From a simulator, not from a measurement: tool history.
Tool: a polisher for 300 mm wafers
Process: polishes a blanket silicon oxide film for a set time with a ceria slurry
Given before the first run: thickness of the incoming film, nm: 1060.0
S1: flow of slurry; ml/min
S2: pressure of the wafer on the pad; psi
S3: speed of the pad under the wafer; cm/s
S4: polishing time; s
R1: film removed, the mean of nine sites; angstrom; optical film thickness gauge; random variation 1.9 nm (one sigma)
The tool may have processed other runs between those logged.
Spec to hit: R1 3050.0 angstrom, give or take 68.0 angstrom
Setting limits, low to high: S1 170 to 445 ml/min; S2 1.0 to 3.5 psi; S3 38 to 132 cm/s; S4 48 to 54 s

| run | hour | S1 | S2 | S3 | S4 | R1 |
|---|---|---|---|---|---|---|
| 1 | 0.0 | 285 | 2.2 | 84 | 54 | 1557.5 |
| 2 | 0.8 | 285 | 2.4 | 84 | 54 | 1695.2 |
| 3 | 1.4 | 285 | 2.4 | 84 | 54 | 1707.1 |
| 4 | 7.0 | 295 | 2.7 | 86 | 54 | 1972.0 |
| 5 | 14.8 | 295 | 3.0 | 88 | 54 | 2224.4 |
| 6 | 15.7 | 295 | 3.0 | 72 | 54 | 1840.0 |
| 7 | 23.9 | 295 | 3.0 | 72 | 54 | 1839.3 |
| 8 | 32.5 | 330 | 3.5 | 96 | 54 | 2845.1 |
| 9 | 35.1 | 330 | 3.5 | 98 | 54 | 2886.6 |

5 next moves are on the table. One of them brings every result within its allowed miss. Which?
| A | 37.7 | 360 | 3.5 | 92 | 53 | ? |
| B | 37.7 | 370 | 3.1 | 108 | 54 | ? |
| C | 37.7 | 375 | 3.5 | 106 | 52 | ? |
| D | 37.7 | 325 | 3.5 | 102 | 52 | ? |
| E | 37.7 | 320 | 3.5 | 110 | 54 | ? |

| move | R1 |
|---|---|
| A | 2695.3 |
| B | 2856.8 |
| C | 3045.5 |
| D | 2898.8 |
| E | 3236.0 |
A: lands further from the targets than the last run did
B: lands further from the targets than the last run did
C: in spec on every target
D: moves toward the targets from the last run without getting all of them in spec
E: moves the result that the last run missed by most past its target, out the other side
C meets every target.
